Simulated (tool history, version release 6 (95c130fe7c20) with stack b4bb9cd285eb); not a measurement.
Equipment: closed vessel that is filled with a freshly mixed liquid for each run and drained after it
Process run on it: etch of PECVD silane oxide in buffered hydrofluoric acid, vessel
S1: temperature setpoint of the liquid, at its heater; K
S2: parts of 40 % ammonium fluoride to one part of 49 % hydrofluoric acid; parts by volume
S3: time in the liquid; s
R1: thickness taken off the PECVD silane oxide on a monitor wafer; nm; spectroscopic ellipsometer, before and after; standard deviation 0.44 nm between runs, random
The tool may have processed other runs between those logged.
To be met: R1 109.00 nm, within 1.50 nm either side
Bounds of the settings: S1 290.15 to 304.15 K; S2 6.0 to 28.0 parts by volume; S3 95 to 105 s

| run | hour | S1 | S2 | S3 | R1 |
|---|---|---|---|---|---|
| 1 | 0.0 | 296.15 | 17.0 | 95 | 100.78 |
| 2 | 3.1 | 296.65 | 17.0 | 95 | 103.66 |
| 3 | 9.0 | 296.65 | 17.0 | 105 | 115.33 |
| 4 | 12.5 | 298.15 | 17.0 | 105 | 124.24 |
| 5 | 13.8 | 299.65 | 17.0 | 105 | 134.73 |
| 6 | 16.7 | 301.65 | 17.0 | 105 | 150.22 |
| 7 | 17.7 | 299.65 | 17.0 | 105 | 135.23 |
| 8 | 21.4 | 298.65 | 17.0 | 105 | 128.01 |
| 9 | 25.7 | 297.65 | 17.0 | 105 | 120.81 |
| 10 | 31.6 | 297.15 | 17.0 | 105 | 117.61 |

Exactly one of the 4 candidate moves below puts every result within its allowed miss. Which one?
| A | 37.5 | 296.15 | 13.5 | 95 | ? |
| B | 37.5 | 296.15 | 16.5 | 95 | ? |
| C | 37.5 | 297.65 | 17.0 | 95 | ? |
| D | 37.5 | 298.15 | 17.0 | 105 | ? |

| move | R1 |
|---|---|
| A | 126.86 |
| B | 104.15 |
| C | 109.79 |
| D | 124.70 |
A: lands further from the targets than the last run did
B: takes the biggest miss from the last run beyond its target
C: all results in spec
D: lands further from the targets than the last run did
The right move is C.
